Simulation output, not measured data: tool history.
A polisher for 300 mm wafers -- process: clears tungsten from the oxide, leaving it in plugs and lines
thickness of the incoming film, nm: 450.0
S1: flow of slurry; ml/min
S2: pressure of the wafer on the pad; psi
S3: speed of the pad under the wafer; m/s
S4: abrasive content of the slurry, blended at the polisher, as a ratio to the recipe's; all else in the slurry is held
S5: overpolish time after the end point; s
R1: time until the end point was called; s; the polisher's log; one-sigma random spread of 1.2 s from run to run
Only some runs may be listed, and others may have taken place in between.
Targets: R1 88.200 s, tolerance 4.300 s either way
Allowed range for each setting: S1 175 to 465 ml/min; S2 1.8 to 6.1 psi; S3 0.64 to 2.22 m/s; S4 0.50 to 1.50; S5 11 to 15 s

run  hour   S1   S2    S3    S4  S5      R1
  1   0.0  295  3.9  1.42  1.00  15  62.535
  2   3.1  355  3.9  1.42  1.00  15  62.453
  3   6.4  355  3.5  1.40  1.00  15  66.805
  4  12.2  355  3.5  1.64  1.00  15  57.419
  5  16.8  355  3.0  1.60  1.00  15  69.918
  6  17.4  395  3.0  1.60  1.00  15  68.108
  7  18.3  395  2.7  1.60  1.00  15  74.851
  8  26.2  395  2.5  1.60  1.00  15  76.150
  9  28.0  395  2.3  1.60  1.00  15  82.001

4 candidate next runs follow, results not yet known. Just one meets every target within its allowed miss. Identify it.
  A  29.8  400  1.8  1.54  1.05  12   ?
  B  29.8  450  2.2  1.56  0.95  11   ?
  C  29.8  370  2.5  1.64  1.00  14   ?
  D  29.8  430  2.1  1.74  1.05  15   ?

move      R1
   A  98.955
   B  86.266
   C  75.431
   D  79.257
A: takes the biggest miss from the last run beyond its target
B: each result inside its tolerance
C: moves away from the targets compared with the last run
D: moves away from the targets compared with the last run
B meets every target.
